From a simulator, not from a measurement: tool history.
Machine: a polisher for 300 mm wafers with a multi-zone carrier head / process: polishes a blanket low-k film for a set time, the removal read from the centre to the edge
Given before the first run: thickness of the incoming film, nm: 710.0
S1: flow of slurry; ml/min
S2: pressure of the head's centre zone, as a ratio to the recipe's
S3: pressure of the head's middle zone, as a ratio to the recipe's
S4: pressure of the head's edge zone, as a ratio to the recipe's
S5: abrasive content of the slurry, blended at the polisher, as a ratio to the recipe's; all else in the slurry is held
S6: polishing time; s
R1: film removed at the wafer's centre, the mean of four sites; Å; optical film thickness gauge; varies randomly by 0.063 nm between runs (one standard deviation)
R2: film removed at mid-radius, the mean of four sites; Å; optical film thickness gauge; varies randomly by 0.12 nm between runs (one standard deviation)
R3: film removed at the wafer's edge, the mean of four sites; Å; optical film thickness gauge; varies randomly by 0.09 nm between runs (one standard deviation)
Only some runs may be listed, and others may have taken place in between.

Run 1, hour 0: S1 295 ml/min, S2 1, S3 1, S4 1, S5 1, S6 47 s. Result: R1 138.27 Å, R2 141.27 Å, R3 130.76 Å.
Run 2, hour 2.3: S1 295 ml/min, S2 1, S3 1, S4 1, S5 0.8, S6 47 s. Result: R1 125.9 Å, R2 127.03 Å, R3 122.27 Å.
Run 3, hour 7.9: S1 295 ml/min, S2 1, S3 0.95, S4 1, S5 0.8, S6 47 s. Result: R1 127.43 Å, R2 120.1 Å, R3 122.76 Å.
Run 4, hour 15.4: S1 295 ml/min, S2 0.96, S3 0.95, S4 1, S5 0.8, S6 47 s. Result: R1 120.98 Å, R2 124.63 Å, R3 125.07 Å.
Run 5, hour 19.2: S1 295 ml/min, S2 0.95, S3 0.97, S4 0.97, S5 0.7, S6 44 s. Result: R1 109.59 Å, R2 110.37 Å, R3 107.67 Å.
Run 6, hour 21.5: S1 295 ml/min, S2 1.03, S3 0.97, S4 0.97, S5 0.7, S6 44 s. Result: R1 118.99 Å, R2 113.47 Å, R3 108.37 Å.

Expected results for the next run?
Run 7, hour 23.4: S1 290 ml/min, S2 0.98, S3 0.98, S4 0.95, S5 0.65, S6 43 s. Result: R1 ?, R2 ?, R3 ?.

R1: 107.38 Å
R2: 109.48 Å
R3: 100.59 Å
